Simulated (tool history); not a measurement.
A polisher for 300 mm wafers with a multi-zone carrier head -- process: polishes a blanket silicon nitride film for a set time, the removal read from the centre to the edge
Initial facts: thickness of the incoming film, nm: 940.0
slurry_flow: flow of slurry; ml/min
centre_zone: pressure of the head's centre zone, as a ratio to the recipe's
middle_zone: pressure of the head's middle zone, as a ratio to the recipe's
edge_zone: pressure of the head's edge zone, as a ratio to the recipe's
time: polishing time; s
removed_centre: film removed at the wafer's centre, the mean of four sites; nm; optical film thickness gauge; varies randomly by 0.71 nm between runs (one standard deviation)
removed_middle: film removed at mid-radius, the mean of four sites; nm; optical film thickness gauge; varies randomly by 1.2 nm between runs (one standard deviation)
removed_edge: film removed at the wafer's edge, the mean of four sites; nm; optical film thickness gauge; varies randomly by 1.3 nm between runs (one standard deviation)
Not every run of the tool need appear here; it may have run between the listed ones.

run,day,slurry_flow,centre_zone,middle_zone,edge_zone,time,removed_centre,removed_middle,removed_edge
1,0.000,145,1.00,1.00,1.00,46,62.184,62.960,61.736
2,0.075,180,1.00,1.00,1.00,46,65.272,66.862,63.440
3,0.171,180,1.00,1.00,0.93,46,65.296,66.134,62.142
4,0.529,180,1.00,1.00,0.93,39,54.997,55.051,52.784
5,0.554,180,1.00,1.09,0.93,39,54.726,60.762,52.909
6,0.762,180,1.00,1.09,0.93,31,43.312,48.898,42.505
7,0.879,200,1.10,0.99,1.03,44,69.926,64.020,61.392
8,0.925,195,1.09,0.95,1.06,49,76.645,68.283,70.443
9,1.296,195,1.09,0.95,1.06,49,75.680,69.107,69.218
10,1.517,195,1.10,0.93,1.09,52,80.931,70.434,76.243

Predict the results of run 11:
11,1.854,195,1.11,0.94,1.11,54,?,?,?

{"run 11": {"removed_centre": 85.646, "removed_middle": 75.082, "removed_edge": 79.834}}
